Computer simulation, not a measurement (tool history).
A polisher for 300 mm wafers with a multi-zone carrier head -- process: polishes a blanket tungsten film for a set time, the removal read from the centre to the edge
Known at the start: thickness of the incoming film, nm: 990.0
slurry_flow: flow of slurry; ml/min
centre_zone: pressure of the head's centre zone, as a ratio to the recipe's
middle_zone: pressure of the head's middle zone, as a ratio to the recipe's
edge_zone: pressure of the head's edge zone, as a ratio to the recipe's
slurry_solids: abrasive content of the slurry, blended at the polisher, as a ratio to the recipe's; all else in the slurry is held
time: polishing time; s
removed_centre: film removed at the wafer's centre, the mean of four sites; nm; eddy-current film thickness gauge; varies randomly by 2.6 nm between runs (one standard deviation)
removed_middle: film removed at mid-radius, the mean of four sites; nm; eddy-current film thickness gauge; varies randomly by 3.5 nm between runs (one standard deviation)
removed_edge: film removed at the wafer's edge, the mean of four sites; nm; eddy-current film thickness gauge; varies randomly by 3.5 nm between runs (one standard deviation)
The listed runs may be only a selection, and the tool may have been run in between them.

run,hour,slurry_flow,centre_zone,middle_zone,edge_zone,slurry_solids,time,removed_centre,removed_middle,removed_edge
1,0.0,280,1.00,1.00,1.00,1.00,52,302.06,301.32,298.52
2,5.0,280,1.06,1.00,1.00,1.00,52,319.31,298.91,301.34
3,8.0,270,0.99,0.99,1.01,0.85,51,283.06,276.99,286.88
4,16.4,270,0.99,0.91,1.01,0.85,51,282.14,269.37,287.58
5,22.4,270,0.99,0.91,1.01,1.00,51,291.41,276.06,304.96
6,25.1,270,0.94,0.92,1.00,0.90,50,263.78,271.27,277.35
7,33.3,265,0.91,0.90,1.01,0.85,50,253.63,263.90,279.13
8,33.9,260,0.88,0.89,1.00,0.80,50,241.00,259.15,273.69

Expected results for the next run?
# hour 39.6: slurry nozzle cleaned
9,39.6,260,0.86,0.89,0.99,0.75,50,?,?,?

removed_centre: 242.31 nm
removed_middle: 258.35 nm
removed_edge: 283.07 nm
